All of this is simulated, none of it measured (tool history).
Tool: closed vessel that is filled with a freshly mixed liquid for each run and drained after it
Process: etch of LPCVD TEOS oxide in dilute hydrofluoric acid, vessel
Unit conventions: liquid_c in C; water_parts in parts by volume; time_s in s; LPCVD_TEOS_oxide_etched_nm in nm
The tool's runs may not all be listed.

run,hour,liquid_c,water_parts,time_s,LPCVD_TEOS_oxide_etched_nm
1,0.0,26.0,75,30,9.5078
2,2.6,28.5,75,30,10.3340
3,11.5,30.0,75,30,11.1000
4,19.9,30.0,75,30,11.0920
5,23.4,30.0,75,30,11.0620
6,27.6,28.0,80,30,9.6680
7,35.8,26.0,85,30,8.3371
8,36.8,24.5,90,30,7.3597
9,41.1,23.5,95,30,6.5916
10,47.3,22.5,95,30,6.3216
11,54.1,21.5,95,30,6.1822
12,62.6,21.0,95,30,5.8957
13,70.7,20.5,95,30,5.8690
14,73.9,20.0,95,30,5.6960

Estimate the outcome of run 15 from the log above:
15,82.8,19.5,95,30,?

{"run 15": {"LPCVD_TEOS_oxide_etched_nm": 5.5804}}
